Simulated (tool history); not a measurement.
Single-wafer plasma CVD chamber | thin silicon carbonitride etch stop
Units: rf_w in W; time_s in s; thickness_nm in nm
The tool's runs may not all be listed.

| run | day | rf_w | time_s | thickness_nm |
|---|---|---|---|---|
| 1 | 0 | 190 | 14 | 7.8556 |
| 2 | 0.304 | 190 | 13.2 | 7.4468 |
| 3 | 0.55 | 180 | 12.9 | 7.1638 |
| 4 | 0.596 | 170 | 12.7 | 7.0004 |
| 5 | 0.938 | 195 | 12.7 | 7.1565 |
| 6 | 1.242 | 195 | 14 | 7.8731 |
| 7 | 1.404 | 185 | 13.5 | 7.5616 |
| 8 | 1.638 | 180 | 13 | 7.1765 |
| 9 | 1.821 | 175 | 12.7 | 7.047 |

Forecast run 10:
| 10 | 2.125 | 170 | 12.4 | ? |

thickness_nm: 6.8416 nm
